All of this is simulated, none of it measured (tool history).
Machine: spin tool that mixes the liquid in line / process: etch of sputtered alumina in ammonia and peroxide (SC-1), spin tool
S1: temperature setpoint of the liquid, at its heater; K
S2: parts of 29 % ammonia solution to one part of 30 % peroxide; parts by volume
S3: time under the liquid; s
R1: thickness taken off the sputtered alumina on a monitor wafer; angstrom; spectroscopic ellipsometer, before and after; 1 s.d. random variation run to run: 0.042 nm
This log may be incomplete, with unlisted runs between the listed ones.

run	hour	S1	S2	S3	R1
1	0	331.15	0.55	270	171.75
2	0.8	331.15	0.55	270	169.73
3	4.6	325.15	0.55	270	123.13
4	9.2	325.15	0.35	270	118.73
5	10.6	324.15	0.35	270	111.85
# hour 14: thermometer replaced
6	14	323.15	0.35	270	120.93
7	14.7	321.65	0.3	270	108.34
8	19.7	321.65	0.3	270	109.4

What will run 9 give?
9	22.7	316.15	0.3	270	?

R1: 79.942 angstrom
